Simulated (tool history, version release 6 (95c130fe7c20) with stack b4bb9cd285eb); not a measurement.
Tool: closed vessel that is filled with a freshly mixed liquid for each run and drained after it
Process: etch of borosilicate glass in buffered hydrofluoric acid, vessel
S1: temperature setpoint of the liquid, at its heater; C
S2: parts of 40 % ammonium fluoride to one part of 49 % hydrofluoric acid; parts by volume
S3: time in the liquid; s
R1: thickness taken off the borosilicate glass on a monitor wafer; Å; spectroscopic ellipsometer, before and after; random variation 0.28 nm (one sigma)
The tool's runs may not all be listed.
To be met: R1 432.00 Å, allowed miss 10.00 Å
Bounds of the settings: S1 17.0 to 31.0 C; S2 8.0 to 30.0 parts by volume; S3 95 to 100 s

Run 1, day 0.000: S1 23.0 C, S2 21.5 parts by volume, S3 95 s. Result: R1 605.90 Å.
Run 2, day 0.296: S1 23.0 C, S2 21.5 parts by volume, S3 100 s. Result: R1 641.65 Å.
Run 3, day 0.400: S1 22.5 C, S2 21.5 parts by volume, S3 100 s. Result: R1 612.21 Å.
Run 4, day 0.533: S1 22.0 C, S2 21.5 parts by volume, S3 100 s. Result: R1 599.08 Å.
Run 5, day 0.608: S1 25.0 C, S2 21.5 parts by volume, S3 100 s. Result: R1 695.97 Å.
Run 6, day 0.983: S1 25.0 C, S2 21.5 parts by volume, S3 100 s. Result: R1 700.49 Å.
Run 7, day 1.242: S1 21.0 C, S2 23.5 parts by volume, S3 100 s. Result: R1 540.51 Å.
Run 8, day 1.367: S1 20.5 C, S2 23.5 parts by volume, S3 100 s. Result: R1 522.78 Å.
Run 9, day 1.708: S1 20.0 C, S2 23.5 parts by volume, S3 100 s. Result: R1 500.87 Å.

4 next moves are on the table. One of them brings every result within its allowed miss. Which?
Run A, day 2.050: S1 19.5 C, S2 26.5 parts by volume, S3 100 s. Result: R1 ?.
Run B, day 2.050: S1 20.0 C, S2 25.5 parts by volume, S3 100 s. Result: R1 ?.
Run C, day 2.050: S1 20.0 C, S2 24.5 parts by volume, S3 95 s. Result: R1 ?.
Run D, day 2.050: S1 19.0 C, S2 25.0 parts by volume, S3 95 s. Result: R1 ?.

move      R1
   A  454.59
   B  480.02
   C  468.89
   D  437.43
A: nearer than the last run, and not there yet
B: nearer than the last run, and not there yet
C: nearer than the last run, and not there yet
D: meets every target
Answer: D
